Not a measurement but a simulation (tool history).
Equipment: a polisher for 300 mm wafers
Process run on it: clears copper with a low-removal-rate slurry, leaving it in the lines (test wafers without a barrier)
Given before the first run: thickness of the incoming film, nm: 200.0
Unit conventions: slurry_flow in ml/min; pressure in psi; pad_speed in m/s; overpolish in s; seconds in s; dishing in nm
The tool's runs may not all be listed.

| run | hour | slurry_flow | pressure | pad_speed | slurry_solids | overpolish | seconds | dishing |
|---|---|---|---|---|---|---|---|---|
| 1 | 0 | 285 | 2 | 1.04 | 1 | 26 | 115.77 | 35.1 |
| 2 | 4.8 | 285 | 2 | 0.8 | 1 | 26 | 141.48 | 30.344 |
| 3 | 11.4 | 285 | 2 | 0.82 | 1 | 24 | 141.45 | 28.378 |
| 4 | 12.3 | 285 | 2.1 | 0.84 | 1 | 22 | 134.46 | 27.383 |
| 5 | 17.3 | 315 | 2.1 | 0.84 | 1 | 22 | 131.83 | 27.935 |
| 6 | 23.7 | 280 | 2.1 | 0.84 | 1 | 22 | 129.47 | 27.305 |
| 7 | 27.3 | 275 | 2.1 | 0.84 | 1 | 21 | 129.19 | 26.593 |
| 8 | 33.8 | 270 | 2.1 | 0.84 | 1 | 20 | 136.65 | 24.967 |
| 9 | 39.4 | 280 | 2.1 | 0.84 | 1 | 19 | 134.68 | 24.407 |

Run 10 is up next; what results do you expect?
| 10 | 46.4 | 280 | 2.1 | 0.84 | 1 | 19 | ? | ? |

seconds: 132.53 s
dishing: 24.03 nm

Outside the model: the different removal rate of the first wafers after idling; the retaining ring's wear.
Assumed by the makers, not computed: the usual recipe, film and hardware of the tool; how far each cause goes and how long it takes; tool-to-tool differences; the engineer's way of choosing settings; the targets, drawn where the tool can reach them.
